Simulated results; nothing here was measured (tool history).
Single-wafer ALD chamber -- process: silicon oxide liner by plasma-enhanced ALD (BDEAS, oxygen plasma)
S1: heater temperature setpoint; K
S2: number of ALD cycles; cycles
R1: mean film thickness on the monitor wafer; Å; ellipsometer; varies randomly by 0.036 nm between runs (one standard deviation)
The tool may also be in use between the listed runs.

| run | hour | S1 | S2 | R1 |
|---|---|---|---|---|
| 1 | 0 | 593.15 | 69 | 62.719 |
| 2 | 1.9 | 598.15 | 69 | 62.432 |
| 3 | 5.1 | 598.15 | 65 | 58.423 |
| 4 | 8.7 | 597.15 | 68 | 60.669 |
| 5 | 17.2 | 593.15 | 68 | 61.451 |
| 6 | 21.4 | 593.15 | 72 | 65.626 |
| 7 | 24.8 | 593.15 | 74 | 66.64 |
| 8 | 27.3 | 592.15 | 76 | 68.796 |

Predict the results of run 9:
| 9 | 31.6 | 592.15 | 77 | ? |

Run 9 gave R1 69.503 Å.
